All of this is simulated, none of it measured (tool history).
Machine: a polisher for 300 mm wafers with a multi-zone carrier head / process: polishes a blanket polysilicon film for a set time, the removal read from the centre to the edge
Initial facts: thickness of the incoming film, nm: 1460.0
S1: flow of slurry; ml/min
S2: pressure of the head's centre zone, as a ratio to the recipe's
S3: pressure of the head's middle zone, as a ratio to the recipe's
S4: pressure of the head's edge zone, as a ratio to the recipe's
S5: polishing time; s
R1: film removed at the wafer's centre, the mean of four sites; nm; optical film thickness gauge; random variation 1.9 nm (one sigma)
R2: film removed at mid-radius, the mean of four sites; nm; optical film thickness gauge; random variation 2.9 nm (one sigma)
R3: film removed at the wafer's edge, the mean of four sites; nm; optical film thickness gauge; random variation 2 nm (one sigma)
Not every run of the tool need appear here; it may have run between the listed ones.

{"run": 1, "day": 0.0, "S1": 230, "S2": 1.0, "S3": 1.0, "S4": 1.0, "S5": 30, "R1": 370.2, "R2": 357.04, "R3": 366.07}
{"run": 2, "day": 0.183, "S1": 230, "S2": 1.0, "S3": 1.0, "S4": 0.96, "S5": 30, "R1": 380.2, "R2": 360.09, "R3": 361.54}
{"run": 3, "day": 0.354, "S1": 230, "S2": 1.0, "S3": 0.97, "S4": 0.96, "S5": 30, "R1": 379.49, "R2": 344.63, "R3": 362.28}
{"run": 4, "day": 0.375, "S1": 260, "S2": 1.0, "S3": 0.97, "S4": 0.96, "S5": 30, "R1": 385.16, "R2": 355.0, "R3": 358.16}
{"run": 5, "day": 0.4, "S1": 260, "S2": 1.0, "S3": 0.97, "S4": 0.96, "S5": 26, "R1": 326.9, "R2": 307.96, "R3": 316.04}
{"run": 6, "day": 0.65, "S1": 265, "S2": 0.99, "S3": 0.97, "S4": 0.95, "S5": 25, "R1": 315.91, "R2": 292.74, "R3": 304.11}
{"run": 7, "day": 0.717, "S1": 270, "S2": 0.98, "S3": 0.97, "S4": 0.94, "S5": 24, "R1": 294.76, "R2": 290.62, "R3": 290.62}
{"run": 8, "day": 1.033, "S1": 270, "S2": 0.97, "S3": 0.96, "S4": 0.93, "S5": 23, "R1": 281.94, "R2": 271.04, "R3": 275.69}
{"run": 9, "day": 1.262, "S1": 270, "S2": 0.97, "S3": 0.96, "S4": 0.93, "S5": 23, "R1": 284.41, "R2": 267.57, "R3": 279.14}
{"run": 10, "day": 1.608, "S1": 275, "S2": 0.96, "S3": 0.96, "S4": 0.92, "S5": 22, "R1": 271.98, "R2": 258.55, "R3": 260.12}
{"run": 11, "day": 1.871, "S1": 270, "S2": 0.94, "S3": 0.96, "S4": 0.92, "S5": 22, "R1": 262.85, "R2": 254.11, "R3": 257.42}
{"run": 12, "day": 1.896, "S1": 265, "S2": 0.92, "S3": 0.96, "S4": 0.92, "S5": 22, "R1": 258.63, "R2": 263.18, "R3": 261.01}
{"run": 13, "day": 2.025, "S1": 265, "S2": 0.91, "S3": 0.95, "S4": 0.91, "S5": 22, "R1": 257.31, "R2": 261.19, "R3": 261.42}
{"run": 14, "day": 2.167, "S1": 265, "S2": 0.9, "S3": 0.94, "S4": 0.9, "S5": 21, "R1": 234.52, "R2": 242.35, "R3": 251.95}
{"run": 15, "day": 2.512, "S1": 270, "S2": 0.9, "S3": 0.94, "S4": 0.89, "S5": 21, "R1": 239.94, "R2": 248.23, "R3": 244.51}
{"run": 16, "day": 2.846, "S1": 270, "S2": 0.9, "S3": 0.93, "S4": 0.88, "S5": 21, "R1": 239.24, "R2": 236.63, "R3": 246.03}
{"run": 17, "day": 3.1, "S1": 270, "S2": 0.9, "S3": 0.93, "S4": 0.87, "S5": 21, "R1": 243.52, "R2": 237.44, "R3": 245.12}
{"run": 18, "day": 3.258, "S1": 270, "S2": 0.9, "S3": 0.93, "S4": 0.87, "S5": 21, "R1": 238.3, "R2": 241.22, "R3": 245.17}
{"run": 19, "day": 3.562, "S1": 280, "S2": 0.89, "S3": 0.92, "S4": 0.85, "S5": 19, "R1": 212.78, "R2": 217.85, "R3": 218.15}
{"run": 20, "day": 3.792, "S1": 280, "S2": 0.88, "S3": 0.9, "S4": 0.83, "S5": 19, "R1": 211.47, "R2": 216.69, "R3": 215.68}

What will run 21 give?
{"run": 21, "day": 3.896, "S1": 275, "S2": 0.87, "S3": 0.88, "S4": 0.82, "S5": 19, "R1": "?", "R2": "?", "R3": "?"}

Run 21 produced R1 208.81 nm, R2 203.48 nm, R3 215.68 nm.
